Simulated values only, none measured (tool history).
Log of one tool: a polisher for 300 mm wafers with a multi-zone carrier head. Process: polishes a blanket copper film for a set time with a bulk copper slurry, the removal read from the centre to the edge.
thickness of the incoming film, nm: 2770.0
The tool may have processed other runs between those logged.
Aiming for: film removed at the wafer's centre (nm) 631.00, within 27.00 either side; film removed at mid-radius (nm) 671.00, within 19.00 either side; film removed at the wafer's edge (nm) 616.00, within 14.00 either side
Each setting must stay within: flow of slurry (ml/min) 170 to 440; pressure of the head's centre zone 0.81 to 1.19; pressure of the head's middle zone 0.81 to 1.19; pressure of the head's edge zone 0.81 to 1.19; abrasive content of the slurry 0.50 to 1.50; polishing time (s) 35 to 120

run	hour	flow of slurry (ml/min)	pressure of the head's centre zone	pressure of the head's middle zone	pressure of the head's edge zone	abrasive content of the slurry	polishing time (s)	film removed at the wafer's centre (nm)	film removed at mid-radius (nm)	film removed at the wafer's edge (nm)
1	0.0	280	1.00	1.00	1.00	1.00	77	455.72	451.66	446.62
2	7.5	280	1.00	1.00	1.00	1.00	67	399.70	388.42	384.36
3	10.6	285	1.01	1.02	1.02	1.05	70	422.00	417.57	418.31
4	16.7	235	1.01	1.02	1.02	1.05	70	407.98	410.43	413.12
5	25.2	250	1.02	1.05	1.02	1.10	72	443.83	433.81	426.93
6	33.0	250	1.07	1.05	1.02	1.10	72	462.18	435.61	430.99
7	41.3	260	1.06	1.07	1.03	1.15	74	484.97	471.04	447.59
8	49.7	260	1.06	1.08	1.05	1.20	76	496.15	483.52	461.13
9	54.8	255	1.06	1.09	1.06	1.25	79	522.49	504.42	489.84

4 candidate next runs follow, results not yet known. Just one meets every target within its allowed miss. Identify it.
A	59.9	330	1.08	1.19	1.02	1.05	104	?	?	?
B	59.9	270	1.07	1.09	0.96	1.35	103	?	?	?
C	59.9	200	0.98	1.09	0.95	1.10	109	?	?	?
D	59.9	320	1.10	1.18	1.06	1.20	103	?	?	?

move	film removed at the wafer's centre (nm)	film removed at mid-radius (nm)	film removed at the wafer's edge (nm)
A	673.27	698.06	621.71
B	685.38	676.45	624.15
C	622.94	673.45	620.98
D	696.30	704.61	643.78
A: brings the result that was furthest off to its target, and leaves another outside
B: brings the result that was furthest off to its target, and leaves another outside
C: every result lands within tolerance
D: pushes the last run's worst result past its target
C is the move that brings every result within its allowed miss.

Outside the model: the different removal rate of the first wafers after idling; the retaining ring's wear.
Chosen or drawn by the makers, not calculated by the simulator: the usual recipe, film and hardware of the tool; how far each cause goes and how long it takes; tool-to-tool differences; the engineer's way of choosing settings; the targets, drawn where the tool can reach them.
